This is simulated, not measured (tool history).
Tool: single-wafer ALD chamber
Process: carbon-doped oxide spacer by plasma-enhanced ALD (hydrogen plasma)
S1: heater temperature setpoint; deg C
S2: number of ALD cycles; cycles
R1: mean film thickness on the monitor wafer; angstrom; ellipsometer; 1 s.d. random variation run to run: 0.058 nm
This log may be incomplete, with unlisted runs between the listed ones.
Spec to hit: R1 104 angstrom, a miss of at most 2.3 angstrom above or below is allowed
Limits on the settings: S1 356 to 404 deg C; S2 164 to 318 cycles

Run 1, hour 0: S1 380 deg C, S2 241 cycles. Result: R1 119.61 angstrom.
Run 2, hour 5.4: S1 384 deg C, S2 241 cycles. Result: R1 119.55 angstrom.
Run 3, hour 9.2: S1 384 deg C, S2 253 cycles. Result: R1 126.45 angstrom.
Run 4, hour 16.3: S1 391 deg C, S2 253 cycles. Result: R1 124.24 angstrom.
Run 5, hour 23.9: S1 392 deg C, S2 239 cycles. Result: R1 118.6 angstrom.
Run 6, hour 25.5: S1 392 deg C, S2 227 cycles. Result: R1 112.35 angstrom.
Run 7, hour 32.4: S1 392 deg C, S2 220 cycles. Result: R1 108.19 angstrom.
Run 8, hour 36.1: S1 392 deg C, S2 217 cycles. Result: R1 106.68 angstrom.

Exactly one of the 5 candidate moves below puts every result within its allowed miss. Which one?
Run A, hour 39.8: S1 384 deg C, S2 223 cycles. Result: R1 ?.
Run B, hour 39.8: S1 400 deg C, S2 225 cycles. Result: R1 ?.
Run C, hour 39.8: S1 394 deg C, S2 202 cycles. Result: R1 ?.
Run D, hour 39.8: S1 368 deg C, S2 201 cycles. Result: R1 ?.
Run E, hour 39.8: S1 398 deg C, S2 211 cycles. Result: R1 ?.

move      R1
   A   109.8
   B  110.52
   C  99.461
   D  98.969
   E  103.89
A: misses by more than the last run did
B: misses by more than the last run did
C: carries the result that was furthest off beyond its target, to the other side
D: carries the result that was furthest off beyond its target, to the other side
E: all results land within tolerance of their targets
E meets every target.
